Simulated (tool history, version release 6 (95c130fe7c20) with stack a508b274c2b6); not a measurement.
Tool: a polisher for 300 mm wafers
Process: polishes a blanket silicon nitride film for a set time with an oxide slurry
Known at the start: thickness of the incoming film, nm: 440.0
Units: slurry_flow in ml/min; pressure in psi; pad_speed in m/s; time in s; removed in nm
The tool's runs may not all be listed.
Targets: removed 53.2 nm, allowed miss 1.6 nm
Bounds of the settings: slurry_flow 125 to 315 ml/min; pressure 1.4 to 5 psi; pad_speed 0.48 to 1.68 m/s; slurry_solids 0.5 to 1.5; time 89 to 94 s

run    day  slurry_flow  pressure  pad_speed  slurry_solids  time  removed
  1      0          205       3.2       1.08              1    89   62.494
  2  0.338          205       3.2       1.08           1.15    89   66.648
  3  0.558          205       3.1       1.08           1.15    89   65.887
  4  0.867          205         3       1.08           1.15    89   64.108
  5  1.138          155         3       1.08           1.15    89   61.737
  6  1.167          155         3        1.2           1.15    89   66.469
  7  1.288          155       2.9        1.2           1.15    89   63.645
  8  1.546          155       2.8        1.2           1.15    89   63.202
  9  1.783          155       2.7        1.2           1.15    89   59.626
 10  1.854          155       2.6        1.2           1.15    89    58.28
 11  1.875          155       2.5        1.2           1.15    89   55.895

Which of these 5 next moves meets every target?
  A  1.896          140       2.2        1.4           1.15    94        ?
  B  1.896          165       2.5        1.3            1.1    89        ?
  C  1.896          140       2.3       1.34           0.85    92        ?
  D  1.896          180       2.3       1.12            1.2    93        ?
  E  1.896          155       2.3       1.16           1.35    94        ?

move  removed
   A   58.076
   B   58.574
   C   48.123
   D   53.028
   E    56.98
A: further off than the last run
B: further off than the last run
C: takes the result that was furthest off past its target
D: meets every target
E: further off than the last run
Answer: D

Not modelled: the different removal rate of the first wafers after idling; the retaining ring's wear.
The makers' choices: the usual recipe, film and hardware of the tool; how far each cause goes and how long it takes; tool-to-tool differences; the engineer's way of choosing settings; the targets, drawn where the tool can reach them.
